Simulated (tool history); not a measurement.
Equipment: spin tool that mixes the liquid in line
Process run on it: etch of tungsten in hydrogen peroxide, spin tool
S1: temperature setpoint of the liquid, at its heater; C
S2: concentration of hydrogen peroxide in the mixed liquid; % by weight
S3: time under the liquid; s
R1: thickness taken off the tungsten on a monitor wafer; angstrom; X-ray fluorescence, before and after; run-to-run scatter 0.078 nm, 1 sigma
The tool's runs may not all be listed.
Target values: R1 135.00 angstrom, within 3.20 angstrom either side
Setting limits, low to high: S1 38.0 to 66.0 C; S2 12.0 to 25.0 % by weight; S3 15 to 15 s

run    day    S1    S2  S3      R1
  1  0.000  54.0  17.0  15  211.59
  2  0.333  52.5  17.0  15  195.09
  3  0.454  52.5  20.0  15  210.69
  4  0.621  52.5  20.0  15  210.57
  5  0.908  56.0  20.0  15  259.53
  6  1.008  54.0  20.0  15  231.16
  7  1.092  52.0  20.0  15  206.09
  8  1.421  50.5  20.0  15  185.80
  9  1.646  49.5  20.0  15  177.63
 10  1.904  48.5  20.0  15  165.43
 11  2.200  48.0  20.0  15  161.13
 12  2.483  47.5  20.0  15  155.18
 13  2.646  47.0  20.0  15  152.30
 14  2.992  46.5  20.0  15  145.11
 15  3.017  46.0  20.0  15  141.54

Which of these 5 next moves meets every target?
  A  3.042  46.0  18.0  15   ?
  B  3.042  43.5  23.0  15   ?
  C  3.042  45.5  22.5  15   ?
  D  3.042  48.5  16.0  15   ?
  E  3.042  47.0  18.5  15   ?

move      R1
   A  134.62
   B  129.95
   C  145.86
   D  148.26
   E  145.27
A: every result lands within tolerance
B: the result that was furthest off in the last run now lies on the other side of its target
C: lands further from the targets than the last run did
D: lands further from the targets than the last run did
E: lands further from the targets than the last run did
Go with A: it meets all targets.

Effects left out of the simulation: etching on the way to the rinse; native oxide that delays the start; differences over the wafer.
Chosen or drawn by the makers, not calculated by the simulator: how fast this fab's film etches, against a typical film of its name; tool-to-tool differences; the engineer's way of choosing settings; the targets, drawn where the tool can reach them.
